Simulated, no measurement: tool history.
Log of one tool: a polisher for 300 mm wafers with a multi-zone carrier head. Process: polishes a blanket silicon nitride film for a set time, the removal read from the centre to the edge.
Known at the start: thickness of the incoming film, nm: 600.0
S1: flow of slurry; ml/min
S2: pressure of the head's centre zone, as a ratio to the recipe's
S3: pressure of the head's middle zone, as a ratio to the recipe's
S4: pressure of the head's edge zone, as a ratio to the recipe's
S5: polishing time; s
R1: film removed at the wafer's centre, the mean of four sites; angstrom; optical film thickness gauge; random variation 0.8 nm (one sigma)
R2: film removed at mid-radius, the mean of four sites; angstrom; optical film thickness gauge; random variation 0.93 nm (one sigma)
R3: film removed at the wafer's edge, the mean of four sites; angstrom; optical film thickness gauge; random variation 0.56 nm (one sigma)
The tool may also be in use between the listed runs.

run,hour,S1,S2,S3,S4,S5,R1,R2,R3
1,0,235,1,1,1,53,1090.1,1070.8,1052.5
2,3.5,235,1,0.96,1,53,1081.3,1038.9,1060.4
3,7.9,235,1.06,0.96,1,53,1150.8,1045.9,1088.3
4,13.9,235,1.06,0.96,1,40,867.25,800.53,810.59
5,20.3,235,1.12,0.96,1,40,904.49,813.12,824.18
6,22.2,235,1.11,0.96,0.97,38,863.49,759.41,755.25
7,26.1,230,1.07,0.96,0.94,38,834.12,752.25,755.41
8,34.9,230,1.06,0.97,0.92,36,793.68,740.85,704.26
9,37.1,225,1.05,0.96,0.9,35,743.69,694.3,674.24
10,43.4,220,1.05,0.96,0.88,35,750.62,691.42,667.95
11,45.7,215,1.05,0.96,0.86,35,744.85,700.11,653.62
12,50.6,210,1.05,0.96,0.85,35,723.41,689.9,652.01
# hour 52.3: worn pad replaced by a new one
13,52.3,210,1.06,0.96,0.84,35,836.11,782.06,723.33

The next listed run, before its measurement:
14,56.8,230,1.05,0.96,0.84,35,?,?,?

R1: 849.04 angstrom
R2: 770.25 angstrom
R3: 737.8 angstrom

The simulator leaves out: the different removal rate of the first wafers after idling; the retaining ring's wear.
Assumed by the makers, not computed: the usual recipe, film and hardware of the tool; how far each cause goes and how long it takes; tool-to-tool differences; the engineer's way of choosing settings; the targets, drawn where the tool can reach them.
